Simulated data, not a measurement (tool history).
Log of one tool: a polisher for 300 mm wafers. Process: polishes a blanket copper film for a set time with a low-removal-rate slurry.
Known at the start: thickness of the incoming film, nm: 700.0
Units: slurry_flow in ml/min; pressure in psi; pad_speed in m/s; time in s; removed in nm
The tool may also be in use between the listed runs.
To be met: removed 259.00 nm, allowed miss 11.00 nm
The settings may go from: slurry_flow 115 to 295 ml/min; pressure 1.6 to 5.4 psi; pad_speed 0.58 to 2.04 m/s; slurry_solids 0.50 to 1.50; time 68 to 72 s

{"run": 1, "day": 0.0, "slurry_flow": 190, "pressure": 3.5, "pad_speed": 1.3, "slurry_solids": 1.0, "time": 68, "removed": 337.89}
{"run": 2, "day": 0.092, "slurry_flow": 190, "pressure": 3.3, "pad_speed": 1.3, "slurry_solids": 1.0, "time": 68, "removed": 321.46}
{"run": 3, "day": 0.462, "slurry_flow": 230, "pressure": 3.3, "pad_speed": 1.3, "slurry_solids": 1.0, "time": 68, "removed": 320.62}
{"run": 4, "day": 0.521, "slurry_flow": 230, "pressure": 3.1, "pad_speed": 1.3, "slurry_solids": 1.0, "time": 68, "removed": 309.5}
{"run": 5, "day": 0.633, "slurry_flow": 230, "pressure": 3.1, "pad_speed": 1.3, "slurry_solids": 1.0, "time": 72, "removed": 326.84}
{"run": 6, "day": 0.658, "slurry_flow": 230, "pressure": 2.9, "pad_speed": 1.3, "slurry_solids": 1.0, "time": 72, "removed": 303.97}
{"run": 7, "day": 0.804, "slurry_flow": 230, "pressure": 2.8, "pad_speed": 1.3, "slurry_solids": 1.0, "time": 72, "removed": 295.84}
{"run": 8, "day": 1.096, "slurry_flow": 230, "pressure": 2.7, "pad_speed": 1.3, "slurry_solids": 1.0, "time": 72, "removed": 280.5}
{"run": 9, "day": 1.342, "slurry_flow": 230, "pressure": 2.6, "pad_speed": 1.3, "slurry_solids": 1.0, "time": 72, "removed": 274.01}

Which of these 4 next moves meets every target?
{"run": "A", "day": 1.588, "slurry_flow": 220, "pressure": 2.7, "pad_speed": 1.32, "slurry_solids": 1.05, "time": 72, "removed": "?"}
{"run": "B", "day": 1.588, "slurry_flow": 225, "pressure": 2.5, "pad_speed": 1.42, "slurry_solids": 0.9, "time": 72, "removed": "?"}
{"run": "C", "day": 1.588, "slurry_flow": 255, "pressure": 3.0, "pad_speed": 1.2, "slurry_solids": 1.05, "time": 72, "removed": "?"}
{"run": "D", "day": 1.588, "slurry_flow": 245, "pressure": 2.5, "pad_speed": 1.3, "slurry_solids": 1.0, "time": 72, "removed": "?"}

move=A removed=292.31
move=B removed=282.44
move=C removed=298.93
move=D removed=267.26
A: further off than the last run
B: further off than the last run
C: further off than the last run
D: meets every target
Move D is the one to make.
